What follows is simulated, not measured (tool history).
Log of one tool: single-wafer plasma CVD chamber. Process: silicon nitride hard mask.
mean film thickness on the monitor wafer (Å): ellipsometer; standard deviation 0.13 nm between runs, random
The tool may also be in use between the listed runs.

| run | day | heater temperature setpoint (K) | chamber pressure (mTorr) | RF power (W) | deposition time (s) | mean film thickness on the monitor wafer (Å) |
|---|---|---|---|---|---|---|
| 1 | 0 | 673.15 | 2080 | 375 | 22.6 | 313.34 |
| 2 | 0.142 | 673.15 | 2080 | 375 | 23.3 | 323.98 |
| 3 | 0.367 | 673.15 | 1930 | 355 | 23.2 | 305.77 |
| 4 | 0.675 | 673.15 | 1810 | 340 | 23.2 | 297.89 |
| 5 | 0.725 | 673.15 | 1730 | 325 | 23.2 | 286.4 |
| 6 | 0.892 | 673.15 | 1650 | 315 | 23.2 | 275.58 |
| 7 | 0.992 | 673.15 | 1580 | 310 | 23.2 | 275.29 |

Expected results for the next run?
| 8 | 1.154 | 673.15 | 1530 | 305 | 23.2 | ? |

mean film thickness on the monitor wafer (Å): 268.78
